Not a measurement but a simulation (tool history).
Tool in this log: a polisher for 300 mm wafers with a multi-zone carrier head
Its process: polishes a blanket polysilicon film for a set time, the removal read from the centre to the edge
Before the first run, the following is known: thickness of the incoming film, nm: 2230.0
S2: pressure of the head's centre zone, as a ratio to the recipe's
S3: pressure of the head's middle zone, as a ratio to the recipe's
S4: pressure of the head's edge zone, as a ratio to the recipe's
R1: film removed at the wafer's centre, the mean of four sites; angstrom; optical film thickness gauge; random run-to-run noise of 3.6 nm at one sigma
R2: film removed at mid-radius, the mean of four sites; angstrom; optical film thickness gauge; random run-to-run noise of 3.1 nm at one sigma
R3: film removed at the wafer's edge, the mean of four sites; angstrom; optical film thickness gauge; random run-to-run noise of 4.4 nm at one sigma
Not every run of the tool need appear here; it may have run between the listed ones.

run 1 day=0 | flow_of_slurry_(ml/min)=270 S2=1 S3=1 S4=1 polishing_time_(s)=64 | R1=3224.9 R2=3192.2 R3=3220.1
run 2 day=0.225 | flow_of_slurry_(ml/min)=270 S2=0.97 S3=1 S4=1 polishing_time_(s)=64 | R1=3190.9 R2=3181.7 R3=3210.2
run 3 day=0.512 | flow_of_slurry_(ml/min)=270 S2=0.97 S3=1 S4=1 polishing_time_(s)=77 | R1=3902.2 R2=3777 R3=3943.2
run 4 day=0.871 | flow_of_slurry_(ml/min)=270 S2=0.98 S3=0.99 S4=1 polishing_time_(s)=77 | R1=3872.4 R2=3790.8 R3=3872.8
run 5 day=1.138 | flow_of_slurry_(ml/min)=270 S2=0.99 S3=0.97 S4=1.01 polishing_time_(s)=77 | R1=3849.2 R2=3794.6 R3=3855.8
run 6 day=1.342 | flow_of_slurry_(ml/min)=255 S2=0.98 S3=0.97 S4=0.98 polishing_time_(s)=78 | R1=3932.6 R2=3725.6 R3=3897.3

Run 7 has not been measured yet. What should we expect?
run 7 day=1.546 | flow_of_slurry_(ml/min)=255 S2=0.98 S3=0.97 S4=0.98 polishing_time_(s)=78 | R1=? R2=? R3=?

R1: 3925.7 angstrom
R2: 3733.2 angstrom
R3: 4010.7 angstrom
